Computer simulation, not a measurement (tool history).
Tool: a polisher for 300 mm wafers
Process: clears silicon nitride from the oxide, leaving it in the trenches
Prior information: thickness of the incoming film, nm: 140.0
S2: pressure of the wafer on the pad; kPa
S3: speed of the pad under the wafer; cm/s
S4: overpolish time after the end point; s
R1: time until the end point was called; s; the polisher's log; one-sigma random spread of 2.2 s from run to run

{"run": 1, "day": 0.0, "flow of slurry (ml/min)": 245, "S2": 23.4, "S3": 128, "S4": 3, "R1": 95.005}
{"run": 2, "day": 0.262, "flow of slurry (ml/min)": 245, "S2": 20.7, "S3": 128, "S4": 3, "R1": 108.25}
{"run": 3, "day": 0.546, "flow of slurry (ml/min)": 245, "S2": 20.7, "S3": 106, "S4": 3, "R1": 129.46}
{"run": 4, "day": 0.783, "flow of slurry (ml/min)": 245, "S2": 19.3, "S3": 106, "S4": 3, "R1": 138.48}
{"run": 5, "day": 1.021, "flow of slurry (ml/min)": 245, "S2": 19.3, "S3": 136, "S4": 3, "R1": 109.53}
{"run": 6, "day": 1.138, "flow of slurry (ml/min)": 245, "S2": 17.9, "S3": 132, "S4": 3, "R1": 117.11}
{"run": 7, "day": 1.438, "flow of slurry (ml/min)": 245, "S2": 16.5, "S3": 128, "S4": 3, "R1": 132.73}
{"run": 8, "day": 1.65, "flow of slurry (ml/min)": 245, "S2": 15.2, "S3": 126, "S4": 3, "R1": 147.17}
{"run": 9, "day": 1.733, "flow of slurry (ml/min)": 245, "S2": 14.5, "S3": 124, "S4": 3, "R1": 156.57}
{"run": 10, "day": 2.104, "flow of slurry (ml/min)": 245, "S2": 13.8, "S3": 124, "S4": 3, "R1": 159.52}
{"run": 11, "day": 2.188, "flow of slurry (ml/min)": 245, "S2": 13.8, "S3": 124, "S4": 3, "R1": 160.57}

The next listed run, before its measurement:
{"run": 12, "day": 2.242, "flow of slurry (ml/min)": 245, "S2": 13.1, "S3": 122, "S4": 3, "R1": "?"}

Run 12 produced R1 170.08 s.
